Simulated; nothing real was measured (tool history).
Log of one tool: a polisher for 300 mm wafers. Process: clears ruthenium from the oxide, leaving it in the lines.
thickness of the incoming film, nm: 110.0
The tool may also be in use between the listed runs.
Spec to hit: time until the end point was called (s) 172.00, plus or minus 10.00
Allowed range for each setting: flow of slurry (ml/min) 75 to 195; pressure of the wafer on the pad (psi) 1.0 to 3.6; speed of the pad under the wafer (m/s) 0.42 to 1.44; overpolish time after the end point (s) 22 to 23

| run | day | flow of slurry (ml/min) | pressure of the wafer on the pad (psi) | speed of the pad under the wafer (m/s) | overpolish time after the end point (s) | time until the end point was called (s) |
|---|---|---|---|---|---|---|
| 1 | 0.000 | 125 | 2.3 | 0.92 | 22 | 112.56 |
| 2 | 0.221 | 125 | 2.3 | 0.92 | 22 | 114.13 |
| 3 | 0.542 | 125 | 2.0 | 0.90 | 22 | 131.80 |
| 4 | 0.900 | 125 | 2.0 | 1.00 | 22 | 114.33 |
| 5 | 1.258 | 125 | 2.0 | 1.00 | 22 | 119.43 |
| 6 | 1.575 | 125 | 2.0 | 1.00 | 22 | 121.11 |
| 7 | 1.879 | 125 | 1.8 | 0.98 | 22 | 132.30 |
| 8 | 2.046 | 125 | 1.6 | 0.98 | 22 | 145.75 |
| 9 | 2.333 | 125 | 1.6 | 0.98 | 22 | 148.57 |
| 10 | 2.588 | 120 | 1.3 | 0.96 | 22 | 190.93 |
| 11 | 2.692 | 125 | 1.3 | 0.96 | 22 | 187.27 |
| 12 | 2.875 | 135 | 1.5 | 0.96 | 22 | 159.77 |

Exactly one of the 5 candidate moves below puts every result within its allowed miss. Which one?
| A | 3.058 | 150 | 1.5 | 1.02 | 23 | ? |
| B | 3.058 | 135 | 1.4 | 0.98 | 22 | ? |
| C | 3.058 | 150 | 1.7 | 0.96 | 23 | ? |
| D | 3.058 | 135 | 1.6 | 0.98 | 23 | ? |
| E | 3.058 | 145 | 1.2 | 0.92 | 22 | ? |

| move | time until the end point was called (s) |
|---|---|
| A | 149.62 |
| B | 169.60 |
| C | 140.78 |
| D | 149.30 |
| E | 205.74 |
A: moves away from the targets compared with the last run
B: each result inside its tolerance
C: moves away from the targets compared with the last run
D: moves away from the targets compared with the last run
E: carries the result that was furthest off beyond its target, to the other side
Go with B: it meets all targets.
